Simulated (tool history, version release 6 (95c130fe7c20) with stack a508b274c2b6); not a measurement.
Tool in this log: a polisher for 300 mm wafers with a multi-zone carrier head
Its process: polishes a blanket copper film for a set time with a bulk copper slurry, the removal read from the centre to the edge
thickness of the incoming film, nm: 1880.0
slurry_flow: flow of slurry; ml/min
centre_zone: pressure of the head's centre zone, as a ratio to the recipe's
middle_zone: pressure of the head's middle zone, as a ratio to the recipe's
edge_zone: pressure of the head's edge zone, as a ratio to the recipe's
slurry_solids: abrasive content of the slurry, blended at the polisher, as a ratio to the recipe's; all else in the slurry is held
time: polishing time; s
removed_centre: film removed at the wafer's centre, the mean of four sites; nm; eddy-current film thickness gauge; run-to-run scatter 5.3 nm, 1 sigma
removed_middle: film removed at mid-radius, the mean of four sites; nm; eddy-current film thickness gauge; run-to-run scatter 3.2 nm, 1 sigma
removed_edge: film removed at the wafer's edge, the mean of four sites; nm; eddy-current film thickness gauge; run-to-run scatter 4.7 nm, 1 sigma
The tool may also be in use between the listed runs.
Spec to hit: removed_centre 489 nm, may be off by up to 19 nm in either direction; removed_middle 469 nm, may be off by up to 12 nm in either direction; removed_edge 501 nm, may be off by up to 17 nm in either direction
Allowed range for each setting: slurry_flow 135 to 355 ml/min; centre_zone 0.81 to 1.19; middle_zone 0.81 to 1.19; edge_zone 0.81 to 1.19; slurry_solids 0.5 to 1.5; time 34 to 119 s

run	day	slurry_flow	centre_zone	middle_zone	edge_zone	slurry_solids	time	removed_centre	removed_middle	removed_edge
1	0	225	1	1	1	1	76	528.14	536.75	529.8
2	0.362	225	1	1.07	1	1	76	532.86	574.2	529.67
3	0.521	210	0.99	1.02	0.99	0.95	76	519.91	533.42	524.82
4	0.692	205	0.98	1	0.97	0.9	76	510.1	524.35	508.17
5	0.825	205	0.98	1	0.89	0.9	76	507.36	520.25	488.42
6	0.962	205	0.98	1	0.84	0.9	76	506.58	525.71	475.04
7	1.104	195	0.97	0.97	0.87	0.9	76	505.89	507.49	478.53
8	1.167	190	0.96	0.95	0.9	0.9	76	496.92	497.24	484.12
9	1.492	185	0.96	0.93	0.93	0.9	76	501.57	482.54	498.11

Of the 4 settings listed for the next run, only one would bring every result within its allowed miss of target. Which one?
A	1.817	155	0.96	0.89	0.94	1	76	?	?	?
B	1.817	160	1.03	0.96	0.9	0.8	79	?	?	?
C	1.817	210	1	0.97	0.91	0.95	76	?	?	?
D	1.817	180	0.94	0.95	0.96	0.95	75	?	?	?

move	removed_centre	removed_middle	removed_edge
A	495.92	476.79	508.5
B	522.99	498.46	488.43
C	526.68	520.09	504.23
D	480.59	497.25	504.89
A: hits every target within its allowed miss
B: further off than the last run
C: further off than the last run
D: further off than the last run
Move A is the one to make.

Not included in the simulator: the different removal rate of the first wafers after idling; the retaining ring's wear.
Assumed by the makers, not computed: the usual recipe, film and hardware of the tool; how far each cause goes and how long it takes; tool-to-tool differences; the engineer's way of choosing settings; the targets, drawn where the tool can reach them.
